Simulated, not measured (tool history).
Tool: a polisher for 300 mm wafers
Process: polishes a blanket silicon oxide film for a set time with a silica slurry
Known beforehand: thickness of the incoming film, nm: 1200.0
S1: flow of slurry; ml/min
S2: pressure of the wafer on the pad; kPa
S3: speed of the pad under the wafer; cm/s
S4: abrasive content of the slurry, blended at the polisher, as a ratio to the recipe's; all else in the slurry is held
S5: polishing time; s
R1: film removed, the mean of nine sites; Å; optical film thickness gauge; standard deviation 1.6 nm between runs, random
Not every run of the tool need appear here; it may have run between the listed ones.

{"run": 1, "hour": 0.0, "S1": 220, "S2": 33.8, "S3": 148, "S4": 1.0, "S5": 71, "R1": 2760.5}
{"run": 2, "hour": 2.9, "S1": 220, "S2": 28.3, "S3": 146, "S4": 1.0, "S5": 71, "R1": 2378.2}
{"run": 3, "hour": 9.9, "S1": 220, "S2": 28.3, "S3": 176, "S4": 1.0, "S5": 71, "R1": 2722.5}
{"run": 4, "hour": 14.4, "S1": 220, "S2": 28.3, "S3": 154, "S4": 1.0, "S5": 71, "R1": 2417.2}
{"run": 5, "hour": 22.8, "S1": 220, "S2": 24.1, "S3": 152, "S4": 1.0, "S5": 71, "R1": 2154.9}
{"run": 6, "hour": 30.1, "S1": 220, "S2": 24.1, "S3": 124, "S4": 1.0, "S5": 71, "R1": 1786.2}
{"run": 7, "hour": 37.8, "S1": 220, "S2": 22.8, "S3": 124, "S4": 1.0, "S5": 71, "R1": 1708.9}
{"hour": 41.2, "done": "slurry blender recalibrated"}
{"run": 8, "hour": 41.2, "S1": 220, "S2": 22.1, "S3": 124, "S4": 1.0, "S5": 71, "R1": 1950.9}

Expected results for the next run?
{"run": 9, "hour": 49.7, "S1": 220, "S2": 20.0, "S3": 118, "S4": 1.0, "S5": 71, "R1": "?"}

{"run 9": {"R1": 1709.8}}
